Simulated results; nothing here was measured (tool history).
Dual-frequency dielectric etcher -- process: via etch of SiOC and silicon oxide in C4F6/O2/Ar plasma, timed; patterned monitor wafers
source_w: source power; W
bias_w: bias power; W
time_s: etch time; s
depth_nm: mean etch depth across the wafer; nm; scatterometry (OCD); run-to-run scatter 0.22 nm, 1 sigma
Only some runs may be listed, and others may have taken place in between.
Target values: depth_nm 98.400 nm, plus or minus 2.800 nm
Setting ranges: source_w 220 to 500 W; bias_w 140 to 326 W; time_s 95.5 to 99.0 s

run  hour  source_w  bias_w  time_s  depth_nm
  1   0.0       360     233    95.5   114.290
  2   7.8       340     227    95.5   110.500
  3  11.0       340     263    95.5   116.740
  4  12.4       320     255    95.5   112.860
  5  15.7       320     255    99.0   117.050
  6  20.2       300     248    98.5   112.280
  7  26.5       290     243    98.5   109.920
  8  33.2       280     239    98.5   108.270
  9  34.0       270     235    98.5   106.160
 10  37.9       260     232    98.5   103.680
 11  45.8       250     231    98.5   101.750
 12  51.6       250     231    98.5   102.140
 13  53.6       250     230    98.5   101.640
 14  56.2       250     229    98.5   101.760

Exactly one of the 5 candidate moves below puts every result within its allowed miss. Which one?
  A  58.8       240     211    96.0         ?
  B  58.8       250     245    99.0         ?
  C  58.8       270     233    97.0         ?
  D  58.8       300     227    95.5         ?
  E  58.8       250     225    95.5         ?

move  depth_nm
   A    94.333
   B   104.620
   C   103.620
   D   105.260
   E    97.702
A: pushes the last run's worst result past its target
B: further off than the last run
C: further off than the last run
D: further off than the last run
E: each result inside its tolerance
Correct choice: E, which meets every target
